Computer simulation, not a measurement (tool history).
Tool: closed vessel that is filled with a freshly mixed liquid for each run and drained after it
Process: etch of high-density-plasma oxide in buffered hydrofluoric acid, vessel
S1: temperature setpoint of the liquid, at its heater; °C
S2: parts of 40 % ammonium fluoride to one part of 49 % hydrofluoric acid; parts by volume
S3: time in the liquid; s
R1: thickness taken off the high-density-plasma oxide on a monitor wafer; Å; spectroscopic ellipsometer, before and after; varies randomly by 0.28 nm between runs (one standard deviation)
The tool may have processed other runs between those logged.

run,hour,S1,S2,S3,R1
1,0.0,21.0,23.0,30,149.38
2,0.9,22.5,23.0,30,160.71
3,6.0,19.5,23.0,30,135.81
4,8.2,19.5,23.0,30,135.59
5,13.1,22.5,23.0,30,158.41
# hour 19.4: thermometer replaced
6,19.4,25.5,23.0,30,215.83
7,21.5,26.0,21.5,30,231.89
8,28.0,26.5,20.5,30,243.17
9,36.2,27.0,19.0,30,269.77
10,44.0,27.0,19.0,30,269.78
11,46.6,27.5,18.0,30,293.58
12,48.8,27.5,17.5,30,304.92
13,55.8,27.5,17.0,30,312.05

Run 14 is up next; what results do you expect?
14,62.1,27.5,16.5,30,?

Run 14 produced R1 322.54 Å.

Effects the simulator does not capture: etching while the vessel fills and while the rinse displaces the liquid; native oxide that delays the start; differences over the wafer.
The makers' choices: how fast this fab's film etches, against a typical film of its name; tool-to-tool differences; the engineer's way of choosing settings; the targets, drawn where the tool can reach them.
